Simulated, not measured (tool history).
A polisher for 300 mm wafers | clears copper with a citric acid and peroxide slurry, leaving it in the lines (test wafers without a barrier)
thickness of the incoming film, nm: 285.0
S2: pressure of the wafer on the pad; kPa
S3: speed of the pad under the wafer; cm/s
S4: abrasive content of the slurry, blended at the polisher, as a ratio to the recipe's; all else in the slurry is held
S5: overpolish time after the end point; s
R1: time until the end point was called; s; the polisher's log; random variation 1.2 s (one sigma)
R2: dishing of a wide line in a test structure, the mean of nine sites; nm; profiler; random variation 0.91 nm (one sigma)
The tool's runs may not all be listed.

Run 1, hour 0.0: flow of slurry (ml/min) 240, S2 26.2 kPa, S3 96 cm/s, S4 1.0, S5 16 s. Result: R1 89.484 s, R2 35.949 nm.
Run 2, hour 1.6: flow of slurry (ml/min) 240, S2 26.2 kPa, S3 96 cm/s, S4 1.1, S5 16 s. Result: R1 87.209 s, R2 37.382 nm.
Run 3, hour 5.8: flow of slurry (ml/min) 240, S2 26.2 kPa, S3 96 cm/s, S4 1.1, S5 20 s. Result: R1 86.934 s, R2 44.160 nm.
Run 4, hour 6.6: flow of slurry (ml/min) 240, S2 25.5 kPa, S3 96 cm/s, S4 1.1, S5 21 s. Result: R1 90.338 s, R2 46.302 nm.
Run 5, hour 7.2: flow of slurry (ml/min) 240, S2 24.8 kPa, S3 96 cm/s, S4 1.1, S5 22 s. Result: R1 91.880 s, R2 47.742 nm.
Run 6, hour 11.7: flow of slurry (ml/min) 240, S2 24.8 kPa, S3 96 cm/s, S4 1.1, S5 18 s. Result: R1 91.890 s, R2 39.384 nm.
Run 7, hour 18.2: flow of slurry (ml/min) 240, S2 24.1 kPa, S3 96 cm/s, S4 1.1, S5 20 s. Result: R1 92.078 s, R2 42.060 nm.
Run 8, hour 24.9: flow of slurry (ml/min) 240, S2 23.4 kPa, S3 96 cm/s, S4 1.1, S5 21 s. Result: R1 96.030 s, R2 44.523 nm.
Run 9, hour 26.6: flow of slurry (ml/min) 240, S2 22.8 kPa, S3 96 cm/s, S4 1.1, S5 22 s. Result: R1 97.172 s, R2 45.440 nm.
Run 10, hour 28.1: flow of slurry (ml/min) 240, S2 22.8 kPa, S3 96 cm/s, S4 1.1, S5 23 s. Result: R1 96.903 s, R2 47.012 nm.

Run 11 comes next. What will it give?
Run 11, hour 35.1: flow of slurry (ml/min) 240, S2 22.8 kPa, S3 96 cm/s, S4 1.1, S5 24 s. Result: R1 ?, R2 ?.

{"run 11": {"R1": 96.796, "R2": 49.39}}
